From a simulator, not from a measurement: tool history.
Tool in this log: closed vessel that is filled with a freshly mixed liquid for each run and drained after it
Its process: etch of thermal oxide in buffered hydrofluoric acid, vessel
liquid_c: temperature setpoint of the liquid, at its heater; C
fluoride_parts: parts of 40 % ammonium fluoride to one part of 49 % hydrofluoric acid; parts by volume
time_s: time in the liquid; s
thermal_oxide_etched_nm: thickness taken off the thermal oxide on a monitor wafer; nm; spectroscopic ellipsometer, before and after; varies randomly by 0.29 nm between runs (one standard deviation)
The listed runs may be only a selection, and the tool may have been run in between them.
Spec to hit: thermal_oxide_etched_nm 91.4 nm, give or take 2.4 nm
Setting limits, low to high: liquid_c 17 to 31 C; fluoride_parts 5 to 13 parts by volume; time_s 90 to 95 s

run  hour  liquid_c  fluoride_parts  time_s  thermal_oxide_etched_nm
  1     0        23               8      90                   118.77
  2   3.4        25               8      90                   131.14
  3  10.8        25               7      90                   152.69
  4  12.1      23.5               7      90                   140.75
  5  17.2      23.5               9      90                   107.28
  6  19.1      23.5               9      95                   112.87
  7    22      22.5               9      95                   106.28
  8  30.1      21.5               9      95                    102.1

Which of these 4 next moves meets every target?
  A  38.2      21.5               9      90                        ?
  B  38.2        22             9.5      95                        ?
  C  38.2      20.5               9      90                        ?
  D  38.2      20.5            10.5      95                        ?

move  thermal_oxide_etched_nm
   A                   95.878
   B                   100.57
   C                   90.694
   D                   85.431
A: better than the last run, though not everything is in spec
B: better than the last run, though not everything is in spec
C: all results land within tolerance of their targets
D: moves the result that the last run missed by most past its target, out the other side
Move C is the one to make.
